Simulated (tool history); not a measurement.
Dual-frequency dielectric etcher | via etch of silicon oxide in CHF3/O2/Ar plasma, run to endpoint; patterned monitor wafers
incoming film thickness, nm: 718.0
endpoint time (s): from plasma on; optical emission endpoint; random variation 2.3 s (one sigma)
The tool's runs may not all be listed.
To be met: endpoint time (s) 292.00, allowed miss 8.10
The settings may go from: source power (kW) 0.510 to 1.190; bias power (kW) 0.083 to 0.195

{"run": 1, "hour": 0.0, "source power (kW)": 0.85, "bias power (kW)": 0.139, "endpoint time (s)": 342.16}
{"run": 2, "hour": 7.7, "source power (kW)": 0.85, "bias power (kW)": 0.127, "endpoint time (s)": 347.09}
{"run": 3, "hour": 12.9, "source power (kW)": 0.88, "bias power (kW)": 0.13, "endpoint time (s)": 343.17}
{"run": 4, "hour": 20.9, "source power (kW)": 0.88, "bias power (kW)": 0.114, "endpoint time (s)": 353.01}
{"run": 5, "hour": 22.8, "source power (kW)": 0.76, "bias power (kW)": 0.114, "endpoint time (s)": 369.48}
{"run": 6, "hour": 25.1, "source power (kW)": 0.61, "bias power (kW)": 0.114, "endpoint time (s)": 393.85}
{"run": 7, "hour": 31.6, "source power (kW)": 0.67, "bias power (kW)": 0.12, "endpoint time (s)": 376.28}
{"run": 8, "hour": 39.1, "source power (kW)": 0.72, "bias power (kW)": 0.126, "endpoint time (s)": 373.12}
{"run": 9, "hour": 42.3, "source power (kW)": 0.89, "bias power (kW)": 0.154, "endpoint time (s)": 326.97}
{"run": 10, "hour": 50.7, "source power (kW)": 0.91, "bias power (kW)": 0.156, "endpoint time (s)": 319.14}
{"run": 11, "hour": 58.3, "source power (kW)": 0.93, "bias power (kW)": 0.157, "endpoint time (s)": 318.67}
{"run": 12, "hour": 64.2, "source power (kW)": 0.95, "bias power (kW)": 0.158, "endpoint time (s)": 313.77}

5 next moves are on the table. One of them brings every result within its allowed miss. Which?
{"run": "A", "hour": 70.1, "source power (kW)": 0.87, "bias power (kW)": 0.139, "endpoint time (s)": "?"}
{"run": "B", "hour": 70.1, "source power (kW)": 0.88, "bias power (kW)": 0.142, "endpoint time (s)": "?"}
{"run": "C", "hour": 70.1, "source power (kW)": 0.78, "bias power (kW)": 0.14, "endpoint time (s)": "?"}
{"run": "D", "hour": 70.1, "source power (kW)": 0.81, "bias power (kW)": 0.144, "endpoint time (s)": "?"}
{"run": "E", "hour": 70.1, "source power (kW)": 1.0, "bias power (kW)": 0.195, "endpoint time (s)": "?"}

move=A endpoint_time_(s)=339.13
move=B endpoint_time_(s)=336.04
move=C endpoint_time_(s)=350.31
move=D endpoint_time_(s)=343.69
move=E endpoint_time_(s)=295.94
A: further off than the last run
B: further off than the last run
C: further off than the last run
D: further off than the last run
E: meets every target
Answer: E
